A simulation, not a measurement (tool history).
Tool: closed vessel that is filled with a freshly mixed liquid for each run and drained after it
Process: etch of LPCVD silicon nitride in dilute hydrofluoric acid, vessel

run	day	temperature setpoint of the liquid (C)	parts of water to one part of 49 % hydrofluoric acid (parts by volume)	time in the liquid (s)	thickness taken off the LPCVD silicon nitride on a monitor wafer (Å)
1	0.000	22.0	90	175	8.5624
2	0.262	24.0	75	175	11.6740
3	0.533	25.5	65	175	14.9090
4	0.650	26.5	55	175	18.6870
5	0.904	26.5	55	70	7.4916
6	1.071	29.0	55	70	8.8597
7	1.250	26.5	45	95	12.3110
8	1.508	22.5	20	175	37.6130
9	1.762	23.0	20	175	39.2380
10	2.000	23.5	20	175	40.8540

Run 11 comes next. What will it give?
11	2.192	24.5	20	175	?

thickness taken off the LPCVD silicon nitride on a monitor wafer (Å): 43.7000

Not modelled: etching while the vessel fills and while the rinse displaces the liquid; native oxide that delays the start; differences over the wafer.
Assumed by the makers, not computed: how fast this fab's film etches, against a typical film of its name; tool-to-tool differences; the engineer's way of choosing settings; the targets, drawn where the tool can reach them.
